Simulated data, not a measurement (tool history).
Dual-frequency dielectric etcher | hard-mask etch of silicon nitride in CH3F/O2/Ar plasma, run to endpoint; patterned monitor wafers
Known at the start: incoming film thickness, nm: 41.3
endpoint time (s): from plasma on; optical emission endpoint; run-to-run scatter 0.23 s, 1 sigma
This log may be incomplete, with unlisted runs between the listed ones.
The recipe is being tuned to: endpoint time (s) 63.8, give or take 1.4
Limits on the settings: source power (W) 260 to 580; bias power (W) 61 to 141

run	hour	source power (W)	bias power (W)	endpoint time (s)
1	0	420	101	55.387
2	8.2	420	108	54.286
3	11.9	400	106	55.008
4	12.9	400	98	56.248
5	19.7	380	94	57.357
6	28.6	380	80	60.017
7	36.8	380	80	59.934
8	44.6	370	79	60.372

Below are 4 possible settings for the next run. Only one of them brings all results inside the allowed miss of their targets. Which is it?
A	52.4	400	78	?
B	52.4	350	88	?
C	52.4	360	78	?
D	52.4	320	70	?

move	endpoint time (s)
A	59.522
B	59.761
C	61.089
D	64.375
A: misses by more than the last run did
B: misses by more than the last run did
C: an improvement on the last run, though not all results are within tolerance
D: meets every target
So the answer is move D, the one that meets all the targets.
